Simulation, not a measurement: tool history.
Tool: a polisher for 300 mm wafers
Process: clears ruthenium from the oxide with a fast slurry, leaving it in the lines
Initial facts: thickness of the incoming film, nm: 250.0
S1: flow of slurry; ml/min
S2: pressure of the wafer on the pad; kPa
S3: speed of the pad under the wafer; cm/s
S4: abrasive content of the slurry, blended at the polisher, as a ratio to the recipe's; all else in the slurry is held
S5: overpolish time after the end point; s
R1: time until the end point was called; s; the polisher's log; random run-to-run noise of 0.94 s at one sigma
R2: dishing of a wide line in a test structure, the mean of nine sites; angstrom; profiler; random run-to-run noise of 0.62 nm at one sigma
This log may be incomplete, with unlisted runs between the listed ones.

run 1 hour=0.0 | S1=130 S2=11.0 S3=124 S4=1.0 S5=12 | R1=95.693 R2=284.78
run 2 hour=4.2 | S1=130 S2=11.0 S3=92 S4=1.0 S5=12 | R1=124.990 R2=216.28
run 3 hour=10.9 | S1=160 S2=11.0 S3=92 S4=1.0 S5=12 | R1=121.260 R2=237.97
run 4 hour=19.4 | S1=160 S2=11.0 S3=92 S4=1.0 S5=7 | R1=121.850 R2=138.21
run 5 hour=22.5 | S1=160 S2=11.0 S3=92 S4=1.0 S5=10 | R1=122.600 R2=186.69
run 6 hour=27.1 | S1=160 S2=13.1 S3=92 S4=1.0 S5=10 | R1=103.240 R2=220.36
run 7 hour=28.6 | S1=160 S2=14.5 S3=96 S4=1.0 S5=9 | R1=88.522 R2=229.50
run 8 hour=36.9 | S1=160 S2=15.2 S3=100 S4=1.0 S5=8 | R1=83.507 R2=210.95
run 9 hour=43.2 | S1=160 S2=15.9 S3=104 S4=1.0 S5=8 | R1=78.037 R2=237.29
run 10 hour=48.8 | S1=160 S2=16.5 S3=108 S4=1.0 S5=8 | R1=70.918 R2=254.62
run 11 hour=55.2 | S1=160 S2=16.5 S3=110 S4=1.0 S5=8 | R1=68.874 R2=254.31

For run 12, what comes out?
run 12 hour=58.7 | S1=160 S2=16.5 S3=112 S4=1.0 S5=8 | R1=? R2=?

R1: 66.682 s
R2: 265.71 angstrom

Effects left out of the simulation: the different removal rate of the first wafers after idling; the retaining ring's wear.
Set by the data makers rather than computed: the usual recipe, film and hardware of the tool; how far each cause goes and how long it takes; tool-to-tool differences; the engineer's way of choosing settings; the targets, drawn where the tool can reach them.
